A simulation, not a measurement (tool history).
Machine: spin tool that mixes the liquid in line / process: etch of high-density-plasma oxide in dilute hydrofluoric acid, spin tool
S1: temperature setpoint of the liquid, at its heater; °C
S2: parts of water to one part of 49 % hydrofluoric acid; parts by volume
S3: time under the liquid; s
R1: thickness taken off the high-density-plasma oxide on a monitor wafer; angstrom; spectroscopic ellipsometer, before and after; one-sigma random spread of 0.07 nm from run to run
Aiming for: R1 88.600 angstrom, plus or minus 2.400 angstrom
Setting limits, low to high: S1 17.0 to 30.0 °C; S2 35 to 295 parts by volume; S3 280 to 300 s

run,hour,S1,S2,S3,R1
1,0.0,22.0,165,280,75.376
2,4.8,22.0,195,280,62.431
3,11.9,23.5,195,280,65.938
4,13.3,23.5,195,300,71.118
5,21.7,24.0,195,300,71.932
6,23.4,24.5,195,300,73.773
7,30.7,25.0,195,300,75.482
8,34.5,25.5,195,300,76.362

Which single option among these 4 for the next run brings every result within its allowed miss of target? Just one does.
A,38.3,28.0,185,285,?
B,38.3,30.0,185,280,?
C,38.3,26.0,185,300,?
D,38.3,27.0,170,300,?

move,R1
A,85.731
B,90.398
C,83.952
D,96.434
A: nearer the targets than the last run, but a result is still out of spec
B: every result within its allowed miss
C: nearer the targets than the last run, but a result is still out of spec
D: the result that was furthest off in the last run now lies on the other side of its target
B is the move that brings every result within its allowed miss.

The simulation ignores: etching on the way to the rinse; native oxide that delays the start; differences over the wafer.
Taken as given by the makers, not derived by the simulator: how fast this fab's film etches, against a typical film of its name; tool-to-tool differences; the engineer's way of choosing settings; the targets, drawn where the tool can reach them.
